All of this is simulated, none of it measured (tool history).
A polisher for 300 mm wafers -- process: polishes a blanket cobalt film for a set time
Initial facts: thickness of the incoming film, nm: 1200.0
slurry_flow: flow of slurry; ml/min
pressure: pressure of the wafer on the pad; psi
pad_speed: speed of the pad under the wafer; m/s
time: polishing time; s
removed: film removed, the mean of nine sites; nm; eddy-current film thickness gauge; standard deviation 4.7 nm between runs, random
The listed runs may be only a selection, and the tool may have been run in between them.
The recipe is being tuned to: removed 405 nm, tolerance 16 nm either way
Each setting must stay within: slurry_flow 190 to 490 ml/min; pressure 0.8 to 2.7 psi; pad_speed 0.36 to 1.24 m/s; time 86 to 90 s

run,hour,slurry_flow,pressure,pad_speed,time,removed
1,0,315,1.7,0.8,86,244.75
2,5,315,1.8,0.8,86,251.74
3,7.1,315,2,0.8,86,286.06
4,8.4,315,2,0.6,86,216.81
5,13.9,315,2,0.72,86,251.1
6,17.3,315,2.1,0.74,86,275.49
# hour 20.7: worn pad replaced by a new one
7,20.7,315,2.2,0.74,86,326.05
8,22.2,315,2.3,0.74,86,344.51
9,29.9,315,2.4,0.74,86,345.25
10,33.9,315,2.5,0.74,86,358.26
11,40.4,315,2.6,0.74,86,388.46

5 candidate next runs follow, results not yet known. Just one meets every target within its allowed miss. Identify it.
A,46.9,375,2.6,0.68,88,?
B,46.9,320,2.5,0.78,90,?
C,46.9,270,2.4,0.8,86,?
D,46.9,350,2.7,0.64,89,?
E,46.9,220,2.7,0.68,89,?

move,removed
A,357.66
B,397.91
C,370.01
D,352.55
E,361.54
A: lands further from the targets than the last run did
B: hits every target within its allowed miss
C: lands further from the targets than the last run did
D: lands further from the targets than the last run did
E: lands further from the targets than the last run did
B is the move that brings every result within its allowed miss.
